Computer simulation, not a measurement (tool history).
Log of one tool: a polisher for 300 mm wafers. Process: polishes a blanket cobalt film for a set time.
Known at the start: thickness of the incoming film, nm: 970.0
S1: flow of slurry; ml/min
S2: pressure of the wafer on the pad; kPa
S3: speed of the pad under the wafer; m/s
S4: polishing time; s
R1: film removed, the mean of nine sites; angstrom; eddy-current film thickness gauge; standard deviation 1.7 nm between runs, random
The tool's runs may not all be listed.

run 1 hour=0.0 | S1=200 S2=13.1 S3=0.96 S4=70 | R1=2797.4
run 2 hour=4.6 | S1=240 S2=13.1 S3=0.96 S4=70 | R1=2910.4
run 3 hour=9.5 | S1=220 S2=13.1 S3=0.96 S4=70 | R1=2809.3
run 4 hour=11.4 | S1=215 S2=12.4 S3=0.96 S4=70 | R1=2666.2
run 5 hour=14.8 | S1=215 S2=10.3 S3=0.96 S4=70 | R1=2255.0
run 6 hour=19.4 | S1=215 S2=8.3 S3=0.96 S4=70 | R1=1810.4
run 7 hour=27.1 | S1=220 S2=8.3 S3=0.96 S4=70 | R1=1832.3
run 8 hour=28.7 | S1=225 S2=8.3 S3=0.96 S4=70 | R1=1825.8

What does the tool deliver on the next run?
run 9 hour=31.5 | S1=230 S2=9.0 S3=0.96 S4=70 | R1=?

Run 9 measured R1 1981.5 angstrom.

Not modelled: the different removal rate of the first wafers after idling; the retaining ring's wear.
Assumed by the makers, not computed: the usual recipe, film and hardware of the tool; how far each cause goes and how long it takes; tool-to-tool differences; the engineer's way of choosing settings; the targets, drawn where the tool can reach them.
